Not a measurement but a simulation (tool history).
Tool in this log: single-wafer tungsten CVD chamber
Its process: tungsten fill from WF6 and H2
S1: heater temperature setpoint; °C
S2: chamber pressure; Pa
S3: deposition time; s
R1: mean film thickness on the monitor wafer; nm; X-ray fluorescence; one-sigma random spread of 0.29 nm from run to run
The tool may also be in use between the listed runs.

run,hour,S1,S2,S3,R1
1,0,395,3840,24.9,67.277
2,6.1,396,3853,24.9,68.182
3,13.5,396,3853,25.7,70.226
4,20.7,397,3866,25.7,71.813
5,28.7,398,3866,25.7,72.916
6,33.4,398,3626,25.7,70.477
7,38.6,399,3626,25.7,71.893
8,44.2,400,3626,25.7,72.768
9,50.2,401,3626,25.7,73.837

Expected results for the next run?
10,56.6,402,3626,25.7,?

R1: 74.992 nm
